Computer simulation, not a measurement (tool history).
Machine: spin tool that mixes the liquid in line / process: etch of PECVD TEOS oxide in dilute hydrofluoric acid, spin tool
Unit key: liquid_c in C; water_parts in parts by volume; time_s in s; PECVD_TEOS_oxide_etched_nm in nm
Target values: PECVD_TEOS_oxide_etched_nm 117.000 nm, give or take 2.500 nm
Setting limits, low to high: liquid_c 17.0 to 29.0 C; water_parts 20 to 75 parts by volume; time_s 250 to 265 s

| run | hour | liquid_c | water_parts | time_s | PECVD_TEOS_oxide_etched_nm |
|---|---|---|---|---|---|
| 1 | 0.0 | 21.0 | 45 | 250 | 51.665 |
| 2 | 7.7 | 21.0 | 45 | 265 | 54.110 |
| 3 | 15.0 | 22.5 | 40 | 265 | 64.861 |
| 4 | 20.2 | 23.5 | 35 | 265 | 77.621 |
| 5 | 23.5 | 23.5 | 25 | 265 | 110.230 |
| 6 | 32.1 | 23.5 | 25 | 250 | 103.420 |
| 7 | 34.1 | 24.0 | 25 | 250 | 106.270 |
| 8 | 37.1 | 24.5 | 25 | 250 | 109.160 |

5 candidate next runs follow, results not yet known. Just one meets every target within its allowed miss. Identify it.
| A | 40.1 | 25.0 | 25 | 265 | ? |
| B | 40.1 | 27.0 | 30 | 250 | ? |
| C | 40.1 | 22.5 | 20 | 250 | ? |
| D | 40.1 | 25.0 | 25 | 250 | ? |
| E | 40.1 | 26.5 | 25 | 265 | ? |

| move | PECVD_TEOS_oxide_etched_nm |
|---|---|
| A | 117.600 |
| B | 99.557 |
| C | 125.860 |
| D | 110.940 |
| E | 125.050 |
A: each result inside its tolerance
B: moves away from the targets compared with the last run
C: takes the result that was furthest off past its target
D: nearer than the last run, and not there yet
E: takes the result that was furthest off past its target
Move A is the one to make.
